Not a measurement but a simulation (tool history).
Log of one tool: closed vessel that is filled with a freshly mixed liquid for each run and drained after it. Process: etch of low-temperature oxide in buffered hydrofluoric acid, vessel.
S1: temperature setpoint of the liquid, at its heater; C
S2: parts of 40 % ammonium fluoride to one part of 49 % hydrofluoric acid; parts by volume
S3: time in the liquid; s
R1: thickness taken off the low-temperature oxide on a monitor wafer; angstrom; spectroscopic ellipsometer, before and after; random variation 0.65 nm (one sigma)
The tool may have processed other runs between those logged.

run 1 hour=0.0 | S1=25.0 S2=8.5 S3=30 | R1=1771.3
run 2 hour=1.4 | S1=24.0 S2=8.5 S3=30 | R1=1689.2
run 3 hour=9.7 | S1=24.0 S2=8.5 S3=30 | R1=1690.5
run 4 hour=12.6 | S1=23.0 S2=8.5 S3=30 | R1=1607.4
run 5 hour=15.5 | S1=22.0 S2=8.5 S3=30 | R1=1516.7
run 6 hour=19.1 | S1=21.5 S2=8.5 S3=30 | R1=1471.8

The next listed run, before its measurement:
run 7 hour=28.4 | S1=21.0 S2=8.5 S3=30 | R1=?

Run 7 measured R1 1431.2 angstrom.
